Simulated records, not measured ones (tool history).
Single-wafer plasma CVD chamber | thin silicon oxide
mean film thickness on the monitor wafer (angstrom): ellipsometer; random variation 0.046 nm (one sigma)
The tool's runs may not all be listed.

run  hour  heater temperature setpoint (deg C)  chamber pressure (mTorr)  RF power (W)  deposition time (s)  mean film thickness on the monitor wafer (angstrom)
  1   0.0                                  375                       724           305                 4.22                                               77.125
  2   2.3                                  375                       751           305                 4.22                                               79.689
  3   4.6                                  375                       771           305                 4.22                                               81.912
  4  10.2                                  375                       771           305                 4.01                                               77.464
  5  13.4                                  375                       771           340                 4.01                                               80.928
  6  22.0                                  375                       787           340                 4.01                                               82.854
  7  29.8                                  375                       787           340                 4.01                                               82.839
  8  33.6                                  375                       797           340                 4.01                                               84.203

The next listed run, before its measurement:
  9  37.2                                  375                       803           340                 4.01                                                    ?

mean film thickness on the monitor wafer (angstrom): 84.217
